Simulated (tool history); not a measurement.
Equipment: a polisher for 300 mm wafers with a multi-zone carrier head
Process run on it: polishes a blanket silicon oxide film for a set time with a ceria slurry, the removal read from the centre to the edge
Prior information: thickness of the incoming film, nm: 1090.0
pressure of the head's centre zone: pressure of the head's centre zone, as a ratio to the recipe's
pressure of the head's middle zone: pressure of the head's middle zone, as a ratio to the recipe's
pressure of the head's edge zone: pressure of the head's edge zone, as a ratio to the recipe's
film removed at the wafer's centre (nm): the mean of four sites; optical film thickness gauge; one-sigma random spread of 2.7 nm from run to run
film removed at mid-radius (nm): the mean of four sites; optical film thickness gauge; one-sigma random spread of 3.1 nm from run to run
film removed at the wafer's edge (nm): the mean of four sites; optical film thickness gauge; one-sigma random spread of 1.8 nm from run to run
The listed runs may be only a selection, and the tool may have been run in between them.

run	hour	flow of slurry (ml/min)	pressure of the head's centre zone	pressure of the head's middle zone	pressure of the head's edge zone	polishing time (s)	film removed at the wafer's centre (nm)	film removed at mid-radius (nm)	film removed at the wafer's edge (nm)
1	0	310	1	1	1	51	283.75	290.96	287.46
2	3.4	310	1	1	1	61	340.48	337.83	347.08
3	8.8	280	1	1	1	61	337.3	325.86	344.03
4	11.7	210	1	1	1	61	330.74	326.67	336.44
5	15.5	210	1	1	0.94	61	331.42	323.37	329.22
6	17.5	210	1	1	0.86	61	333.08	332.51	314.16
7	22.2	200	0.98	0.95	0.86	57	298.01	289.91	294.33
8	30.9	200	0.98	0.93	0.86	54	286.46	273.86	276.84
9	34.8	195	0.97	0.91	0.86	52	269.29	265.66	271.76
10	39.1	190	0.98	0.88	0.86	50	269.2	243.01	257.23

What will run 11 give?
11	42.3	190	0.97	0.87	0.86	49	?	?	?

film removed at the wafer's centre (nm): 257.54
film removed at mid-radius (nm): 238.67
film removed at the wafer's edge (nm): 249.11
